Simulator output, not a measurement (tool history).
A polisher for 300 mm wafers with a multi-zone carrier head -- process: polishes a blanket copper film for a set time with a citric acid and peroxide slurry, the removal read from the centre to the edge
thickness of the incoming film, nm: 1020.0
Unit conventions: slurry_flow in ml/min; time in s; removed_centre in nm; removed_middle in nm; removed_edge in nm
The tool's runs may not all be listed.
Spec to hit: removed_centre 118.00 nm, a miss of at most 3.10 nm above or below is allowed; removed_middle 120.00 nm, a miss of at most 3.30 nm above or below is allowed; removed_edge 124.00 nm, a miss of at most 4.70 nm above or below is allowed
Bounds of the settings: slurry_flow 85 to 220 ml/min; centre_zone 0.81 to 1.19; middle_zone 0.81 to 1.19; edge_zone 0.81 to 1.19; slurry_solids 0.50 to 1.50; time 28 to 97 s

Run 1, hour 0.0: slurry_flow 140 ml/min, centre_zone 1.00, middle_zone 1.00, edge_zone 1.00, slurry_solids 1.00, time 62 s. Result: removed_centre 172.41 nm, removed_middle 169.71 nm, removed_edge 163.89 nm.
Run 2, hour 5.4: slurry_flow 140 ml/min, centre_zone 1.05, middle_zone 1.00, edge_zone 1.00, slurry_solids 1.00, time 62 s. Result: removed_centre 178.41 nm, removed_middle 166.67 nm, removed_edge 169.56 nm.
Run 3, hour 10.8: slurry_flow 160 ml/min, centre_zone 1.05, middle_zone 1.00, edge_zone 1.00, slurry_solids 1.00, time 62 s. Result: removed_centre 184.96 nm, removed_middle 171.93 nm, removed_edge 169.28 nm.
Run 4, hour 18.0: slurry_flow 160 ml/min, centre_zone 1.05, middle_zone 1.08, edge_zone 1.00, slurry_solids 1.00, time 62 s. Result: removed_centre 183.95 nm, removed_middle 184.03 nm, removed_edge 172.21 nm.
Run 5, hour 23.8: slurry_flow 150 ml/min, centre_zone 1.01, middle_zone 1.04, edge_zone 1.00, slurry_solids 0.90, time 61 s. Result: removed_centre 168.52 nm, removed_middle 168.99 nm, removed_edge 162.94 nm.
Run 6, hour 25.1: slurry_flow 140 ml/min, centre_zone 0.98, middle_zone 1.01, edge_zone 0.98, slurry_solids 0.80, time 60 s. Result: removed_centre 153.89 nm, removed_middle 157.77 nm, removed_edge 154.01 nm.
Run 7, hour 34.0: slurry_flow 135 ml/min, centre_zone 0.96, middle_zone 0.98, edge_zone 0.95, slurry_solids 0.75, time 59 s. Result: removed_centre 145.32 nm, removed_middle 146.40 nm, removed_edge 144.66 nm.
Run 8, hour 41.2: slurry_flow 130 ml/min, centre_zone 0.94, middle_zone 0.95, edge_zone 0.93, slurry_solids 0.75, time 59 s. Result: removed_centre 142.74 nm, removed_middle 140.44 nm, removed_edge 144.87 nm.
Run 9, hour 42.8: slurry_flow 125 ml/min, centre_zone 0.93, middle_zone 0.95, edge_zone 0.91, slurry_solids 0.70, time 58 s. Result: removed_centre 133.78 nm, removed_middle 137.57 nm, removed_edge 138.16 nm.
Run 10, hour 45.8: slurry_flow 120 ml/min, centre_zone 0.93, middle_zone 0.94, edge_zone 0.89, slurry_solids 0.65, time 58 s. Result: removed_centre 131.24 nm, removed_middle 131.97 nm, removed_edge 134.82 nm.
Run 11, hour 47.7: slurry_flow 115 ml/min, centre_zone 0.92, middle_zone 0.93, edge_zone 0.88, slurry_solids 0.65, time 58 s. Result: removed_centre 130.35 nm, removed_middle 128.67 nm, removed_edge 133.15 nm.
Run 12, hour 50.5: slurry_flow 110 ml/min, centre_zone 0.91, middle_zone 0.93, edge_zone 0.87, slurry_solids 0.65, time 58 s. Result: removed_centre 126.32 nm, removed_middle 128.03 nm, removed_edge 130.35 nm.
Run 13, hour 53.9: slurry_flow 105 ml/min, centre_zone 0.91, middle_zone 0.93, edge_zone 0.87, slurry_solids 0.65, time 58 s. Result: removed_centre 124.27 nm, removed_middle 126.21 nm, removed_edge 128.54 nm.
Run 14, hour 55.7: slurry_flow 105 ml/min, centre_zone 0.91, middle_zone 0.93, edge_zone 0.87, slurry_solids 0.65, time 58 s. Result: removed_centre 123.06 nm, removed_middle 126.36 nm, removed_edge 129.87 nm.
Run 15, hour 59.7: slurry_flow 100 ml/min, centre_zone 0.91, middle_zone 0.93, edge_zone 0.86, slurry_solids 0.65, time 58 s. Result: removed_centre 122.60 nm, removed_middle 126.19 nm, removed_edge 126.20 nm.
Run 16, hour 64.5: slurry_flow 95 ml/min, centre_zone 0.91, middle_zone 0.92, edge_zone 0.86, slurry_solids 0.65, time 58 s. Result: removed_centre 123.45 nm, removed_middle 122.91 nm, removed_edge 126.22 nm.

Which one of the following 4 next-run settings gets every result inside its allowed miss? There is exactly one.
Run A, hour 69.3: slurry_flow 100 ml/min, centre_zone 0.83, middle_zone 0.86, edge_zone 0.91, slurry_solids 0.60, time 60 s. Result: removed_centre ?, removed_middle ?, removed_edge ?.
Run B, hour 69.3: slurry_flow 110 ml/min, centre_zone 0.91, middle_zone 0.95, edge_zone 0.92, slurry_solids 0.50, time 57 s. Result: removed_centre ?, removed_middle ?, removed_edge ?.
Run C, hour 69.3: slurry_flow 115 ml/min, centre_zone 0.85, middle_zone 0.94, edge_zone 0.89, slurry_solids 0.50, time 58 s. Result: removed_centre ?, removed_middle ?, removed_edge ?.
Run D, hour 69.3: slurry_flow 105 ml/min, centre_zone 0.92, middle_zone 0.94, edge_zone 0.88, slurry_solids 0.75, time 55 s. Result: removed_centre ?, removed_middle ?, removed_edge ?.

move  removed_centre  removed_middle  removed_edge
   A          114.21          118.41        134.00
   B          115.56          119.43        124.22
   C          111.69          121.50        125.30
   D          122.07          124.01        127.98
A: pushes the last run's worst result past its target
B: all results land within tolerance of their targets
C: pushes the last run's worst result past its target
D: nearer the targets than the last run, but a result is still out of spec
The move that meets every target is B.
